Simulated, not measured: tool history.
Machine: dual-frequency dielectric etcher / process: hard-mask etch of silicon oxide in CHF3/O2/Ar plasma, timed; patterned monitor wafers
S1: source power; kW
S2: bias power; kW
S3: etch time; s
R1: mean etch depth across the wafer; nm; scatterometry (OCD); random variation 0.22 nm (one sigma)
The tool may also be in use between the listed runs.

run 1 hour=0.0 | S1=0.800 S2=0.157 S3=32.5 | R1=73.226
run 2 hour=4.7 | S1=0.730 S2=0.155 S3=32.5 | R1=71.630
run 3 hour=9.5 | S1=0.620 S2=0.155 S3=32.5 | R1=69.190
run 4 hour=15.4 | S1=0.700 S2=0.155 S3=32.5 | R1=70.463
run 5 hour=21.6 | S1=0.700 S2=0.155 S3=34.0 | R1=73.962
run 6 hour=23.5 | S1=0.700 S2=0.176 S3=34.0 | R1=76.826
run 7 hour=28.2 | S1=0.650 S2=0.159 S3=33.5 | R1=72.413

Run 8 has not been measured yet. What should we expect?
run 8 hour=30.0 | S1=0.610 S2=0.149 S3=33.5 | R1=?

{"run 8": {"R1": 69.869}}

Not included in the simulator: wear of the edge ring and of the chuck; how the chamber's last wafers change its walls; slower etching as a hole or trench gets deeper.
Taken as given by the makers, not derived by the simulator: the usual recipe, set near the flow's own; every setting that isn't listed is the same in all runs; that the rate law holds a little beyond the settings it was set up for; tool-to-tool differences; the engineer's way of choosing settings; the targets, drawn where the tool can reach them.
